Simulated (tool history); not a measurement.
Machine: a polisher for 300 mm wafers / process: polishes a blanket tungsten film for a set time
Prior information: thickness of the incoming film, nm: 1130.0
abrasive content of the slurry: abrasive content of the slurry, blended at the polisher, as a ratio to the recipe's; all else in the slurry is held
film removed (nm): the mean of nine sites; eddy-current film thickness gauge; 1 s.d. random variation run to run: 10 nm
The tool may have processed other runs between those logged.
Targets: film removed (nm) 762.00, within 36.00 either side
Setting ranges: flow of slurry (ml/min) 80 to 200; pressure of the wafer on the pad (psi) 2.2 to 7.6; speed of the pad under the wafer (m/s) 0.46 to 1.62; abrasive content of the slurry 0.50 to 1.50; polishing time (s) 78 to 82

run	hour	flow of slurry (ml/min)	pressure of the wafer on the pad (psi)	speed of the pad under the wafer (m/s)	abrasive content of the slurry	polishing time (s)	film removed (nm)
1	0.0	130	4.9	1.04	1.00	78	554.02
2	2.0	130	4.9	1.20	1.00	78	649.56
3	10.2	130	4.9	1.20	1.10	78	653.63
4	15.4	130	4.1	1.20	1.10	78	559.75
5	17.1	130	4.5	1.20	1.10	78	604.23
6	19.6	145	4.5	1.20	1.10	78	617.19
7	25.0	145	4.7	1.20	1.10	78	633.38
8	33.2	145	4.9	1.20	1.10	78	656.55

Next run, 5 choices. One meets every target within its allowed miss, the rest don't. Which?
A	41.4	150	4.6	1.00	1.15	78	?
B	41.4	140	5.3	1.24	1.05	82	?
C	41.4	135	4.8	1.16	1.05	78	?
D	41.4	130	5.8	1.36	1.00	82	?
E	41.4	155	4.9	0.98	1.00	78	?

move	film removed (nm)
A	539.85
B	750.76
C	615.45
D	855.22
E	544.15
A: lands further from the targets than the last run did
B: each result inside its tolerance
C: lands further from the targets than the last run did
D: carries the result that was furthest off beyond its target, to the other side
E: lands further from the targets than the last run did
So the answer is move B, the one that meets all the targets.

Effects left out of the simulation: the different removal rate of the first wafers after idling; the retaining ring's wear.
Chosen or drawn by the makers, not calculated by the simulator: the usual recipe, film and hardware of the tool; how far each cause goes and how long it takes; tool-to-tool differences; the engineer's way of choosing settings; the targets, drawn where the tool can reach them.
